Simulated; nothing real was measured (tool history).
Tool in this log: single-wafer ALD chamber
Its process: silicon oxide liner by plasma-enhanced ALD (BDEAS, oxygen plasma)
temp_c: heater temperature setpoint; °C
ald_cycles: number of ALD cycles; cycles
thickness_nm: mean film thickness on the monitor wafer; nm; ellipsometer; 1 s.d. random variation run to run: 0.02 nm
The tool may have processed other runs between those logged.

{"run": 1, "day": 0.0, "temp_c": 325, "ald_cycles": 62, "thickness_nm": 5.4925}
{"run": 2, "day": 0.142, "temp_c": 325, "ald_cycles": 54, "thickness_nm": 4.7733}
{"run": 3, "day": 0.188, "temp_c": 325, "ald_cycles": 46, "thickness_nm": 4.0704}
{"run": 4, "day": 0.288, "temp_c": 324, "ald_cycles": 50, "thickness_nm": 4.3929}
{"run": 5, "day": 0.392, "temp_c": 328, "ald_cycles": 50, "thickness_nm": 4.4147}
{"run": 6, "day": 0.717, "temp_c": 333, "ald_cycles": 50, "thickness_nm": 4.3743}
{"run": 7, "day": 0.917, "temp_c": 333, "ald_cycles": 53, "thickness_nm": 4.6195}
{"day": 1.242, "done": "thermocouple changed; heater temperature recalibrated"}
{"run": 8, "day": 1.242, "temp_c": 332, "ald_cycles": 55, "thickness_nm": 4.7873}
{"run": 9, "day": 1.292, "temp_c": 331, "ald_cycles": 57, "thickness_nm": 4.97}
{"run": 10, "day": 1.338, "temp_c": 330, "ald_cycles": 59, "thickness_nm": 5.1474}
{"run": 11, "day": 1.679, "temp_c": 329, "ald_cycles": 60, "thickness_nm": 5.1913}
{"run": 12, "day": 1.938, "temp_c": 328, "ald_cycles": 61, "thickness_nm": 5.3442}
{"run": 13, "day": 2.229, "temp_c": 327, "ald_cycles": 62, "thickness_nm": 5.4313}

Run 14 has not been measured yet. What should we expect?
{"run": 14, "day": 2.512, "temp_c": 326, "ald_cycles": 63, "thickness_nm": "?"}

{"run 14": {"thickness_nm": 5.5114}}
